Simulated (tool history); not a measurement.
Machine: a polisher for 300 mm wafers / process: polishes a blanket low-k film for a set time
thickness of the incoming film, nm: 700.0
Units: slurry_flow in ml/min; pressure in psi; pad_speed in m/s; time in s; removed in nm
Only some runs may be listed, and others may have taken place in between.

run  hour  slurry_flow  pressure  pad_speed  slurry_solids  time  removed
  1     0          220       2.5       1.04              1    91   59.927
  2   4.6          270       2.5       1.04              1    91   60.688
  3   7.8          270       2.6       1.04              1    91    61.18
  4    16          270       2.6        1.2              1    91   70.377
  5  17.1          270       2.7        1.2              1    91   72.419
  6    20          270       2.3        1.2              1    91   63.271
  7  23.6          270       2.4        1.2              1    91   64.648
  8  26.5          270       2.5        1.2              1    91   67.965

Run 9, settings as shown, results not yet in. Your forecast:
  9  29.4          270       2.6        1.2              1    91        ?

Run 9 gave removed 70.115 nm.

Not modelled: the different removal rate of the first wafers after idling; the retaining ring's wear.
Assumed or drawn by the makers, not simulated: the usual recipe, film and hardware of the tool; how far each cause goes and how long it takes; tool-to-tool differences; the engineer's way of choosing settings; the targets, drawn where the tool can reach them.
